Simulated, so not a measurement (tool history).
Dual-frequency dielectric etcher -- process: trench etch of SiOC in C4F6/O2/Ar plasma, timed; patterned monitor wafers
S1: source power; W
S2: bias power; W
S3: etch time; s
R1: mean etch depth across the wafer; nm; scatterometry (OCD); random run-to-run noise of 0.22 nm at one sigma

run  hour   S1   S2    S3      R1
  1     0  390  167  27.5  53.875
  2   7.8  390  167  28.5  55.868
  3  11.6  390  193  28.5  58.742
  4  19.3  410  193  28.5  59.768
  5  20.7  360  175  28.5  54.736
  6  24.4  320  175  28.5  52.025

Run 7 has not been measured yet. What should we expect?
  7  25.7  290  171  28.5   ?

R1: 49.252 nm
